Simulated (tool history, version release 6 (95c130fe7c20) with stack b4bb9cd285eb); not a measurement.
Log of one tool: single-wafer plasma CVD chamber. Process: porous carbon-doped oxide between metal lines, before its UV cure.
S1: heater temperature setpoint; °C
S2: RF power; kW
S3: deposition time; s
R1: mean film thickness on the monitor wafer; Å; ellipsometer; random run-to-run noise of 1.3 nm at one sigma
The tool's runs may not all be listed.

run  hour   S1     S2    S3      R1
  1     0  280  0.585  48.6  2955.7
  2   1.9  285   0.58  48.6  2874.6
  3   4.9  290  0.575  48.6  2738.9
  4   8.3  290  0.575  50.2  2832.8
  5  16.9  290  0.575  50.2  2843.9
  6  22.9  290  0.575  48.6  2773.3

Run 7 is up next; what results do you expect?
  7  26.9  293  0.57  48.6   ?

R1: 2700.3 Å
